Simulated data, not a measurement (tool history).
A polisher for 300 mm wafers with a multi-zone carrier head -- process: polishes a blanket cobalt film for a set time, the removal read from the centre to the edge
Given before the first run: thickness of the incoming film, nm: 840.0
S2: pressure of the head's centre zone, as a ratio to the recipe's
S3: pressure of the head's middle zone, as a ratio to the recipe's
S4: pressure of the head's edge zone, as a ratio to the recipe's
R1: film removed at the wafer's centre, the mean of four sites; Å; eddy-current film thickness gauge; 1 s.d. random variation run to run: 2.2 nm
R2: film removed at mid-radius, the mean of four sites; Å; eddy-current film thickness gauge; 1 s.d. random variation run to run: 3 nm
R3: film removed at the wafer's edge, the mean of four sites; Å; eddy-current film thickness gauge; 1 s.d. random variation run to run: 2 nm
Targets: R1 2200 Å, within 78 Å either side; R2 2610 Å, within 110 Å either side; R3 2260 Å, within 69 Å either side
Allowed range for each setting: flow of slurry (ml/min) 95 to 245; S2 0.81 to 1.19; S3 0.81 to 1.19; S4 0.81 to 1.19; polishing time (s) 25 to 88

run 1 hour=0 | flow_of_slurry_(ml/min)=155 S2=1 S3=1 S4=1 polishing_time_(s)=56 | R1=2368.2 R2=2573.2 R3=2586.4
run 2 hour=7 | flow_of_slurry_(ml/min)=155 S2=1 S3=1 S4=0.92 polishing_time_(s)=56 | R1=2392.2 R2=2588.8 R3=2508.2
run 3 hour=8.4 | flow_of_slurry_(ml/min)=150 S2=1 S3=1.02 S4=0.9 polishing_time_(s)=56 | R1=2300.1 R2=2575.8 R3=2448.6
run 4 hour=16.2 | flow_of_slurry_(ml/min)=150 S2=1.01 S3=1.03 S4=0.88 polishing_time_(s)=56 | R1=2373.2 R2=2627.7 R3=2418
run 5 hour=24.6 | flow_of_slurry_(ml/min)=145 S2=1.01 S3=1.04 S4=0.87 polishing_time_(s)=56 | R1=2343 R2=2596.3 R3=2420.1
run 6 hour=33.5 | flow_of_slurry_(ml/min)=145 S2=0.93 S3=1.04 S4=0.87 polishing_time_(s)=56 | R1=2141.9 R2=2576.6 R3=2400.3
-- hour=41.2 slurry nozzle cleaned
run 7 hour=41.2 | flow_of_slurry_(ml/min)=150 S2=0.99 S3=1.09 S4=0.81 polishing_time_(s)=54 | R1=2553.8 R2=2902.7 R3=2386.7
run 8 hour=44.6 | flow_of_slurry_(ml/min)=140 S2=0.99 S3=1.09 S4=0.81 polishing_time_(s)=54 | R1=2529.2 R2=2866.3 R3=2409.2
run 9 hour=52.9 | flow_of_slurry_(ml/min)=140 S2=0.99 S3=1.09 S4=0.81 polishing_time_(s)=54 | R1=2530.5 R2=2860.8 R3=2382.7
run 10 hour=55.2 | flow_of_slurry_(ml/min)=135 S2=0.98 S3=1.09 S4=0.81 polishing_time_(s)=54 | R1=2409.6 R2=2848.1 R3=2359.8
run 11 hour=59.8 | flow_of_slurry_(ml/min)=130 S2=0.98 S3=1.08 S4=0.81 polishing_time_(s)=54 | R1=2387.7 R2=2813.3 R3=2332.6
run 12 hour=62.7 | flow_of_slurry_(ml/min)=100 S2=0.94 S3=1.03 S4=0.82 polishing_time_(s)=53 | R1=2080.3 R2=2505.5 R3=2210.7

Consider the 4 candidate settings below. Which is the only one whose results all fall within their allowed miss of target?
run A hour=65.6 | flow_of_slurry_(ml/min)=100 S2=0.98 S3=1.09 S4=0.85 polishing_time_(s)=53 | R1=? R2=? R3=?
run B hour=65.6 | flow_of_slurry_(ml/min)=95 S2=0.89 S3=1.05 S4=0.81 polishing_time_(s)=52 | R1=? R2=? R3=?
run C hour=65.6 | flow_of_slurry_(ml/min)=95 S2=0.95 S3=1.07 S4=0.81 polishing_time_(s)=60 | R1=? R2=? R3=?
run D hour=65.6 | flow_of_slurry_(ml/min)=110 S2=0.91 S3=1.01 S4=0.85 polishing_time_(s)=55 | R1=? R2=? R3=?

move=A R1=2189.3 R2=2620.6 R3=2226.9
move=B R1=1908.1 R2=2447.1 R3=2114.5
move=C R1=2351.6 R2=2868.4 R3=2439.2
move=D R1=2183.3 R2=2629.1 R3=2361.8
A: all results land within tolerance of their targets
B: further off than the last run
C: the result that was furthest off in the last run now lies on the other side of its target
D: brings the result that was furthest off to its target, and leaves another outside
The move that meets every target is A.

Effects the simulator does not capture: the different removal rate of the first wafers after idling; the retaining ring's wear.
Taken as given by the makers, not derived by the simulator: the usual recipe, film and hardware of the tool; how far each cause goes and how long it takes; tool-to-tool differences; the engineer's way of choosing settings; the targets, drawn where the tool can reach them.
